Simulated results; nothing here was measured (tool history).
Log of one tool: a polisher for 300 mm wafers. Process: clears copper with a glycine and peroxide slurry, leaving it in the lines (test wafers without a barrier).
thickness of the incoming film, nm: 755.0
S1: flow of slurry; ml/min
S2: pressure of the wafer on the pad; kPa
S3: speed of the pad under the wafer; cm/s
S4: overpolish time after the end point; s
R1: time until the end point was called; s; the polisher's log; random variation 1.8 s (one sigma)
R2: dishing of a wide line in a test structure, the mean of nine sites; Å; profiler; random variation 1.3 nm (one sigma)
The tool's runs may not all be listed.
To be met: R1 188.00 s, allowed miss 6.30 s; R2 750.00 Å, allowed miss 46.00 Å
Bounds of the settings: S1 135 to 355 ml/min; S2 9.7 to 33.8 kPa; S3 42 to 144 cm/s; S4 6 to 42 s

run	hour	S1	S2	S3	S4	R1	R2
1	0.0	225	21.4	92	21	138.28	730.06
2	6.9	225	20.0	92	22	145.26	751.83
3	15.8	225	19.3	92	23	147.51	711.44
4	21.6	195	19.3	92	23	147.63	723.78
5	26.5	195	19.3	102	23	141.69	745.94
6	35.1	195	18.6	102	24	146.23	751.50
7	36.9	195	17.9	102	25	148.32	765.08
8	43.0	195	17.2	102	26	152.68	755.11
9	50.3	195	16.5	102	27	156.44	799.46
10	54.2	195	15.9	102	27	161.17	719.30
11	58.5	185	12.4	98	34	195.81	746.65

5 next moves are on the table. One of them brings every result within its allowed miss. Which?
A	62.8	185	11.0	92	37	?	?
B	62.8	190	10.3	112	36	?	?
C	62.8	165	9.7	120	33	?	?
D	62.8	135	13.1	104	34	?	?
E	62.8	185	11.7	94	34	?	?

move	R1	R2
A	216.28	724.77
B	200.97	732.67
C	204.78	681.82
D	190.38	749.22
E	206.33	710.83
A: further off than the last run
B: further off than the last run
C: further off than the last run
D: meets every target
E: further off than the last run
Answer: D

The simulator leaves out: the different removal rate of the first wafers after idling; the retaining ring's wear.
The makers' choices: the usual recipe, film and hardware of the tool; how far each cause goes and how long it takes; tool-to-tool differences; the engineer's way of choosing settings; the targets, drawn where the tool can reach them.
